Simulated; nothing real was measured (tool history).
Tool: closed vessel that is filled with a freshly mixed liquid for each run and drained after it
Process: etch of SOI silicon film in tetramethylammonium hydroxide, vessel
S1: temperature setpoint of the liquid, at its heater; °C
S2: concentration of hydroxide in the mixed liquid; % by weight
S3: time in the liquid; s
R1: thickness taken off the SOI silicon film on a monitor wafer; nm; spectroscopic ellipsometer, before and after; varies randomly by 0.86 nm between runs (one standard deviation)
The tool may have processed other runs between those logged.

run 1 hour=0 | S1=58 S2=11.5 S3=30 | R1=105.84
run 2 hour=2.4 | S1=58 S2=11.5 S3=30 | R1=105.93
run 3 hour=9.2 | S1=62 S2=11.5 S3=30 | R1=134.31
run 4 hour=12.3 | S1=60.5 S2=11.5 S3=30 | R1=121.52
run 5 hour=20.2 | S1=59.5 S2=11.5 S3=30 | R1=113.83
run 6 hour=28.8 | S1=58.5 S2=11.5 S3=30 | R1=108.98

Run 7 has not been measured yet. What should we expect?
run 7 hour=33.7 | S1=58 S2=11.5 S3=30 | R1=?

R1: 104.91 nm

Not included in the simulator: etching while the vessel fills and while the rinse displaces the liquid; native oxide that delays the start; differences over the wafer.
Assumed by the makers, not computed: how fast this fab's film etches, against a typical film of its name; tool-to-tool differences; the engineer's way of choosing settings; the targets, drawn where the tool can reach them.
